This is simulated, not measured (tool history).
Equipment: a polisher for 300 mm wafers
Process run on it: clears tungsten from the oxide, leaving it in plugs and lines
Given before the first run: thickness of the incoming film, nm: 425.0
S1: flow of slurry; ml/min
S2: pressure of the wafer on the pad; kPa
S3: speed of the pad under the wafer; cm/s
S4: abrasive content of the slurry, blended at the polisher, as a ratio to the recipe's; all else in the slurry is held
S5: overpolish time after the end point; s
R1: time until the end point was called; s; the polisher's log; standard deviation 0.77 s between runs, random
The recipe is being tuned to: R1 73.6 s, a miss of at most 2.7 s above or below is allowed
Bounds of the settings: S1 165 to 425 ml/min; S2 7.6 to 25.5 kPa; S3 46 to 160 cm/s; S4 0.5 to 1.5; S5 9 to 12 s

| run | day | S1 | S2 | S3 | S4 | S5 | R1 |
|---|---|---|---|---|---|---|---|
| 1 | 0 | 275 | 16.5 | 102 | 1 | 12 | 114.05 |
| 2 | 0.279 | 275 | 12.4 | 102 | 1 | 12 | 151.95 |
| 3 | 0.446 | 275 | 14.5 | 102 | 1 | 12 | 130.28 |
| 4 | 0.517 | 275 | 15.9 | 102 | 1 | 12 | 119.41 |
| 5 | 0.762 | 275 | 17.2 | 102 | 1 | 12 | 111.42 |
| 6 | 0.942 | 335 | 17.2 | 102 | 1 | 12 | 106.13 |
| 7 | 1.258 | 335 | 17.9 | 102 | 1 | 12 | 104.07 |
| 8 | 1.446 | 335 | 22.1 | 104 | 1 | 12 | 82.234 |
|  | 1.771 | slurry nozzle cleaned |
| 9 | 1.771 | 335 | 22.8 | 104 | 1 | 12 | 77.957 |

Next run, 5 choices. One meets every target within its allowed miss, the rest don't. Which?
| A | 2.096 | 370 | 24.8 | 88 | 0.9 | 12 | ? |
| B | 2.096 | 360 | 21.4 | 122 | 0.8 | 9 | ? |
| C | 2.096 | 310 | 24.8 | 92 | 0.95 | 9 | ? |
| D | 2.096 | 370 | 20 | 104 | 1.15 | 12 | ? |
| E | 2.096 | 335 | 24.8 | 110 | 0.95 | 12 | ? |

| move | R1 |
|---|---|
| A | 83.285 |
| B | 73.79 |
| C | 80.36 |
| D | 84.088 |
| E | 67.98 |
A: further off than the last run
B: all results in spec
C: further off than the last run
D: further off than the last run
E: the result that was furthest off in the last run now lies on the other side of its target
Go with B: it meets all targets.
